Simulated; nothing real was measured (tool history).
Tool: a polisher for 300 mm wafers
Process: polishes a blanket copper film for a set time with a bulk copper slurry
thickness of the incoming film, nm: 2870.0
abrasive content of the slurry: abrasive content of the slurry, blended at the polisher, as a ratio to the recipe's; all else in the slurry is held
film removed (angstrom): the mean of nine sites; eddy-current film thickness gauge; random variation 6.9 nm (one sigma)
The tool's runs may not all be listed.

| run | hour | flow of slurry (ml/min) | pressure of the wafer on the pad (psi) | speed of the pad under the wafer (cm/s) | abrasive content of the slurry | polishing time (s) | film removed (angstrom) |
|---|---|---|---|---|---|---|---|
| 1 | 0 | 310 | 2.7 | 90 | 1 | 49 | 3447.8 |
| 2 | 6.1 | 310 | 2.7 | 90 | 0.85 | 49 | 3309.3 |
| 3 | 7.6 | 310 | 2.7 | 90 | 0.85 | 49 | 3367.9 |
| 4 | 16.4 | 275 | 2.7 | 90 | 0.85 | 49 | 3332.8 |
| 5 | 19 | 275 | 2.8 | 90 | 0.85 | 49 | 3516 |
| 6 | 23.9 | 275 | 2.8 | 108 | 0.85 | 49 | 4051.9 |

Forecast run 7:
| 7 | 30.2 | 275 | 2.9 | 108 | 0.85 | 49 | ? |

{"run 7": {"film removed (angstrom)": 4225.4}}

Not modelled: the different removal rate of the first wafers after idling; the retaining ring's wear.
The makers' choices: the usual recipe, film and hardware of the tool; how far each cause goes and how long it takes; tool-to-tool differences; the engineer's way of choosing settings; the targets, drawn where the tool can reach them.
